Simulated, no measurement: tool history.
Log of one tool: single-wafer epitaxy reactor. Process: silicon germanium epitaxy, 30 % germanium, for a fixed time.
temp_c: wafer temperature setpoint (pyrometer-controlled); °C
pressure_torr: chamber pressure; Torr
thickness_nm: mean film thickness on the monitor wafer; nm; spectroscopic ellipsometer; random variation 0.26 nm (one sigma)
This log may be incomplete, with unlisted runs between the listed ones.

run 1 hour=0 | temp_c=595 pressure_torr=16 | thickness_nm=49.366
run 2 hour=2.5 | temp_c=598 pressure_torr=16.1 | thickness_nm=52.122
run 3 hour=11.2 | temp_c=601 pressure_torr=16.2 | thickness_nm=55.208
run 4 hour=12.3 | temp_c=601 pressure_torr=15.1 | thickness_nm=54.055
run 5 hour=19.5 | temp_c=601 pressure_torr=14.1 | thickness_nm=52.805
run 6 hour=24.1 | temp_c=592 pressure_torr=14.1 | thickness_nm=45.138

What will run 7 give?
run 7 hour=31.9 | temp_c=597 pressure_torr=14.2 | thickness_nm=?

{"run 7": {"thickness_nm": 49.8}}
